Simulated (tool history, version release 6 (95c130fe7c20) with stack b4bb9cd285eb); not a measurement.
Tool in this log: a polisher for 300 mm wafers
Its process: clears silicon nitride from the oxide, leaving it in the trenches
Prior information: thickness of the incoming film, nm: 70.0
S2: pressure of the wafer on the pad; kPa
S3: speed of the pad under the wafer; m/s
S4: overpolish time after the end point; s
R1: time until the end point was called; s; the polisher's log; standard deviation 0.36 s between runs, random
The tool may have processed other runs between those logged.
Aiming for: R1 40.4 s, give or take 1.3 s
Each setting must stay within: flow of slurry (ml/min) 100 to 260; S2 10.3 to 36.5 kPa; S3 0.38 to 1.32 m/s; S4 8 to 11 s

Run 1, day 0: flow of slurry (ml/min) 165, S2 23.4 kPa, S3 0.84 m/s, S4 11 s. Result: R1 72.016 s.
Run 2, day 0.071: flow of slurry (ml/min) 165, S2 23.4 kPa, S3 0.72 m/s, S4 11 s. Result: R1 84.018 s.
Run 3, day 0.158: flow of slurry (ml/min) 165, S2 23.4 kPa, S3 0.72 m/s, S4 11 s. Result: R1 83.909 s.
Run 4, day 0.188: flow of slurry (ml/min) 165, S2 23.4 kPa, S3 0.62 m/s, S4 11 s. Result: R1 97.512 s.
Run 5, day 0.429: flow of slurry (ml/min) 165, S2 23.4 kPa, S3 0.62 m/s, S4 11 s. Result: R1 97.164 s.
Run 6, day 0.621: flow of slurry (ml/min) 170, S2 24.8 kPa, S3 0.64 m/s, S4 11 s. Result: R1 89.035 s.
Run 7, day 0.833: flow of slurry (ml/min) 170, S2 26.2 kPa, S3 0.66 m/s, S4 11 s. Result: R1 81.133 s.
Run 8, day 1.204: flow of slurry (ml/min) 170, S2 27.6 kPa, S3 0.68 m/s, S4 11 s. Result: R1 74.994 s.
Run 9, day 1.408: flow of slurry (ml/min) 170, S2 27.6 kPa, S3 0.68 m/s, S4 11 s. Result: R1 74.882 s.
Run 10, day 1.629: flow of slurry (ml/min) 170, S2 28.3 kPa, S3 0.7 m/s, S4 11 s. Result: R1 71.764 s.
Run 11, day 1.688: flow of slurry (ml/min) 200, S2 35.2 kPa, S3 0.92 m/s, S4 11 s. Result: R1 43.49 s.
Run 12, day 1.988: flow of slurry (ml/min) 200, S2 35.9 kPa, S3 0.94 m/s, S4 11 s. Result: R1 42.076 s.

Below are 4 possible settings for the next run. Only one of them brings all results inside the allowed miss of their targets. Which is it?
Run A, day 2.288: flow of slurry (ml/min) 150, S2 35.2 kPa, S3 0.9 m/s, S4 11 s. Result: R1 ?.
Run B, day 2.288: flow of slurry (ml/min) 170, S2 34.5 kPa, S3 0.96 m/s, S4 11 s. Result: R1 ?.
Run C, day 2.288: flow of slurry (ml/min) 220, S2 33.8 kPa, S3 1.02 m/s, S4 8 s. Result: R1 ?.
Run D, day 2.288: flow of slurry (ml/min) 230, S2 34.5 kPa, S3 0.94 m/s, S4 8 s. Result: R1 ?.

move      R1
   A  47.036
   B  44.236
   C  41.184
   D  43.506
A: lands further from the targets than the last run did
B: lands further from the targets than the last run did
C: all results land within tolerance of their targets
D: lands further from the targets than the last run did
The move that meets every target is C.

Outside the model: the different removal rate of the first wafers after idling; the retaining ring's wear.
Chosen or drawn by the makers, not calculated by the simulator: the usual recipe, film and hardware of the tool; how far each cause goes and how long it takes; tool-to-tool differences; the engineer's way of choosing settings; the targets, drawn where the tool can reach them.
